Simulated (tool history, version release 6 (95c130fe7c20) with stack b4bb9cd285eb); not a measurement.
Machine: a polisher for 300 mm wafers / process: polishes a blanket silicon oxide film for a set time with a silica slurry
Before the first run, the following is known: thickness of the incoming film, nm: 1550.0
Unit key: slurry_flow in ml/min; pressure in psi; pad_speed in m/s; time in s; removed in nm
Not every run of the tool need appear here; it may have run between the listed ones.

| run | hour | slurry_flow | pressure | pad_speed | slurry_solids | time | removed |
|---|---|---|---|---|---|---|---|
| 1 | 0 | 145 | 5 | 1.34 | 1 | 46 | 245.54 |
| 2 | 7.8 | 145 | 5 | 1.34 | 1.1 | 46 | 254.93 |
| 3 | 12.6 | 145 | 5 | 1.34 | 1.1 | 42 | 232.02 |
| 4 | 20.4 | 155 | 5.6 | 1.34 | 1.1 | 42 | 260.06 |
| 5 | 27.9 | 170 | 5.6 | 1.34 | 1.1 | 42 | 260.04 |
| 6 | 30.1 | 170 | 6.1 | 1.34 | 1.1 | 42 | 282.2 |
| 7 | 36.3 | 170 | 6.5 | 1.34 | 1.1 | 42 | 305.32 |
| 8 | 39.3 | 170 | 6.7 | 1.34 | 1.1 | 42 | 305.91 |
| 9 | 45.9 | 170 | 6.9 | 1.34 | 1.1 | 42 | 317.76 |

Run 10 has not been measured yet. What should we expect?
| 10 | 53.5 | 170 | 7.1 | 1.34 | 1.1 | 42 | ? |

{"run 10": {"removed": 319.94}}

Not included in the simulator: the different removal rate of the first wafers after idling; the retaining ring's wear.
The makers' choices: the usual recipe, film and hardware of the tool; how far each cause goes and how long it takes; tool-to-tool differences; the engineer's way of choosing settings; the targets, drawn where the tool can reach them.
